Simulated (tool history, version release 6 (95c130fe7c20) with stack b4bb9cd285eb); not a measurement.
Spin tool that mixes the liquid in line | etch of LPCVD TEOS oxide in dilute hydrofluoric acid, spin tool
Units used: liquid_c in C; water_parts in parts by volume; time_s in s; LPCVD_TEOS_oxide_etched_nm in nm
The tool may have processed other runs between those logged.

| run | hour | liquid_c | water_parts | time_s | LPCVD_TEOS_oxide_etched_nm |
|---|---|---|---|---|---|
| 1 | 0 | 26 | 165 | 75 | 8.5275 |
| 2 | 8.1 | 26 | 195 | 75 | 6.9224 |
| 3 | 12.9 | 26 | 195 | 75 | 6.8405 |
| 4 | 19.1 | 26 | 195 | 75 | 6.8044 |
| 5 | 20.4 | 26 | 165 | 75 | 8.4826 |
| 6 | 25.9 | 27.5 | 150 | 75 | 9.9141 |
| 7 | 28.1 | 28.5 | 135 | 75 | 11.706 |
| 8 | 29.4 | 28.5 | 135 | 75 | 11.762 |
| 9 | 35.2 | 29.5 | 130 | 75 | 12.617 |
| 10 | 41.1 | 30.5 | 125 | 75 | 13.893 |
| 11 | 47.1 | 31 | 120 | 75 | 14.777 |

What will run 12 give?
| 12 | 49.5 | 31.5 | 115 | 75 | ? |

{"run 12": {"LPCVD_TEOS_oxide_etched_nm": 15.679}}
